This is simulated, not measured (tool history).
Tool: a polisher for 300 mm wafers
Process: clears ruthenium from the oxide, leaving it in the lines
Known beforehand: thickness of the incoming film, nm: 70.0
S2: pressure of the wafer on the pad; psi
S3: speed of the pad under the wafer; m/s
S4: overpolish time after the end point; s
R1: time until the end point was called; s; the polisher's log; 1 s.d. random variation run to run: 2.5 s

{"run": 1, "hour": 0.0, "flow of slurry (ml/min)": 300, "S2": 1.3, "S3": 0.84, "S4": 32, "R1": 123.84}
{"run": 2, "hour": 7.3, "flow of slurry (ml/min)": 300, "S2": 1.1, "S3": 0.8, "S4": 32, "R1": 151.52}
{"run": 3, "hour": 12.5, "flow of slurry (ml/min)": 300, "S2": 0.9, "S3": 0.8, "S4": 32, "R1": 177.71}
{"run": 4, "hour": 20.8, "flow of slurry (ml/min)": 300, "S2": 0.8, "S3": 0.78, "S4": 32, "R1": 201.97}
{"run": 5, "hour": 23.2, "flow of slurry (ml/min)": 300, "S2": 0.7, "S3": 0.76, "S4": 32, "R1": 231.08}
{"run": 6, "hour": 28.8, "flow of slurry (ml/min)": 355, "S2": 0.7, "S3": 0.76, "S4": 32, "R1": 219.38}
{"run": 7, "hour": 32.0, "flow of slurry (ml/min)": 345, "S2": 0.7, "S3": 0.76, "S4": 32, "R1": 223.06}

Run 8 has not been measured yet. What should we expect?
{"run": 8, "hour": 37.6, "flow of slurry (ml/min)": 340, "S2": 0.7, "S3": 0.76, "S4": 32, "R1": "?"}

{"run 8": {"R1": 224.96}}
